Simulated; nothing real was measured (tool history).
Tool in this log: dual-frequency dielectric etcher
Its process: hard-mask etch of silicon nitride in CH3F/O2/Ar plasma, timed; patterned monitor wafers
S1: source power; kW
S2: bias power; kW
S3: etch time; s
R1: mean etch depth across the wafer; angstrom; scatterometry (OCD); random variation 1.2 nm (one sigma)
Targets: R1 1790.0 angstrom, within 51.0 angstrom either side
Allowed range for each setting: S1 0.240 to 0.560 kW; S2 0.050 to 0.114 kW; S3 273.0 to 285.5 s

Run 1, hour 0.0: S1 0.400 kW, S2 0.082 kW, S3 273.0 s. Result: R1 2036.5 angstrom.
Run 2, hour 0.6: S1 0.390 kW, S2 0.081 kW, S3 273.0 s. Result: R1 1995.6 angstrom.
Run 3, hour 7.8: S1 0.390 kW, S2 0.086 kW, S3 273.0 s. Result: R1 2057.9 angstrom.
Run 4, hour 8.4: S1 0.380 kW, S2 0.085 kW, S3 273.0 s. Result: R1 2023.8 angstrom.
Run 5, hour 9.3: S1 0.370 kW, S2 0.084 kW, S3 273.0 s. Result: R1 1990.5 angstrom.
Run 6, hour 11.4: S1 0.360 kW, S2 0.083 kW, S3 273.0 s. Result: R1 1987.2 angstrom.
Run 7, hour 14.3: S1 0.350 kW, S2 0.081 kW, S3 273.0 s. Result: R1 1947.6 angstrom.
Run 8, hour 22.1: S1 0.340 kW, S2 0.080 kW, S3 273.0 s. Result: R1 1907.6 angstrom.

Pick the move, out of 5, that brings all results within their allowed miss; only one does.
Run A, hour 29.9: S1 0.370 kW, S2 0.073 kW, S3 279.5 s. Result: R1 ?.
Run B, hour 29.9: S1 0.320 kW, S2 0.072 kW, S3 282.0 s. Result: R1 ?.
Run C, hour 29.9: S1 0.330 kW, S2 0.069 kW, S3 273.5 s. Result: R1 ?.
Run D, hour 29.9: S1 0.300 kW, S2 0.091 kW, S3 275.0 s. Result: R1 ?.
Run E, hour 29.9: S1 0.410 kW, S2 0.065 kW, S3 279.5 s. Result: R1 ?.

move      R1
   A  1950.0
   B  1871.1
   C  1804.9
   D  1947.2
   E  1936.2
A: lands further from the targets than the last run did
B: an improvement on the last run, though not all results are within tolerance
C: meets every target
D: lands further from the targets than the last run did
E: lands further from the targets than the last run did
Correct choice: C, which meets every target
